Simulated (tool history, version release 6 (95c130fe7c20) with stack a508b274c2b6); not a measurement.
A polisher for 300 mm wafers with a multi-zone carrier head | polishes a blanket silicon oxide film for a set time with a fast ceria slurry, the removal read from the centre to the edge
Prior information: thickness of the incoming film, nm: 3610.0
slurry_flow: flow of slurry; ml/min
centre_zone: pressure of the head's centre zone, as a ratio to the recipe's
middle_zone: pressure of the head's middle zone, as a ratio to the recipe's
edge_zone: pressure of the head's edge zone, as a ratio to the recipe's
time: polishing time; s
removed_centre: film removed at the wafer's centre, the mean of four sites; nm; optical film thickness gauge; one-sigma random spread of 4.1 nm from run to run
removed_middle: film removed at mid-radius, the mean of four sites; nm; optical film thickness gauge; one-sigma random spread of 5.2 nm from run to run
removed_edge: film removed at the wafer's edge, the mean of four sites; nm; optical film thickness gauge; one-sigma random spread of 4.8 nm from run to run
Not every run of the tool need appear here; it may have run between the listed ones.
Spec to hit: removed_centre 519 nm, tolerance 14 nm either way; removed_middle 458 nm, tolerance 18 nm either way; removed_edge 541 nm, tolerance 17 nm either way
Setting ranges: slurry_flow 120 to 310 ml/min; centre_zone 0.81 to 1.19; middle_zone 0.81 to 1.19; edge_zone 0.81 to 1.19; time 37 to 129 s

| run | hour | slurry_flow | centre_zone | middle_zone | edge_zone | time | removed_centre | removed_middle | removed_edge |
|---|---|---|---|---|---|---|---|---|---|
| 1 | 0 | 200 | 1 | 1 | 1 | 83 | 592.62 | 604.42 | 592.57 |
| 2 | 7.3 | 195 | 1 | 0.97 | 1 | 82 | 583.68 | 582.92 | 584.84 |
| 3 | 14.8 | 195 | 1 | 1.04 | 1 | 82 | 577.14 | 611.57 | 587.28 |
| 4 | 18.5 | 190 | 1 | 1.01 | 1.01 | 81 | 566.35 | 582.3 | 587.74 |
| 5 | 22.8 | 190 | 1 | 0.98 | 1.01 | 81 | 568.22 | 583.29 | 582.56 |
| 6 | 30.2 | 215 | 1 | 0.98 | 1.01 | 81 | 582.71 | 584.6 | 588.67 |
| 7 | 37.2 | 210 | 1 | 0.96 | 1.02 | 80 | 567.86 | 566.58 | 581.95 |
| 8 | 44.2 | 205 | 1 | 0.94 | 1.03 | 79 | 567.89 | 538.73 | 583.58 |
| 9 | 44.9 | 200 | 1 | 0.92 | 1.03 | 78 | 558.53 | 532.85 | 556.34 |
| 10 | 46 | 195 | 1 | 0.9 | 1.05 | 78 | 547.88 | 516.58 | 561.83 |
| 11 | 48.1 | 190 | 1 | 0.89 | 1.06 | 78 | 549.51 | 530.15 | 577.57 |
| 12 | 50.9 | 195 | 1 | 0.88 | 1.06 | 77 | 540.4 | 507.7 | 559.84 |
| 13 | 58.7 | 195 | 1 | 0.87 | 1.07 | 76 | 527.69 | 500.74 | 553.7 |
| 14 | 59.3 | 200 | 1 | 0.86 | 1.08 | 75 | 527.89 | 490.81 | 556.18 |

Of the 4 settings listed for the next run, only one would bring every result within its allowed miss of target. Which one?
| A | 59.9 | 190 | 0.96 | 0.86 | 1.08 | 80 | ? | ? | ? |
| B | 59.9 | 190 | 0.97 | 0.98 | 0.97 | 79 | ? | ? | ? |
| C | 59.9 | 200 | 0.93 | 0.83 | 1.02 | 82 | ? | ? | ? |
| D | 59.9 | 235 | 1.04 | 0.86 | 1.17 | 69 | ? | ? | ? |

| move | removed_centre | removed_middle | removed_edge |
|---|---|---|---|
| A | 537.57 | 521.83 | 588.94 |
| B | 536.81 | 564.29 | 551.09 |
| C | 537.89 | 526.11 | 590.2 |
| D | 518.5 | 462.61 | 540.35 |
A: lands further from the targets than the last run did
B: lands further from the targets than the last run did
C: lands further from the targets than the last run did
D: hits every target within its allowed miss
The right move is D.

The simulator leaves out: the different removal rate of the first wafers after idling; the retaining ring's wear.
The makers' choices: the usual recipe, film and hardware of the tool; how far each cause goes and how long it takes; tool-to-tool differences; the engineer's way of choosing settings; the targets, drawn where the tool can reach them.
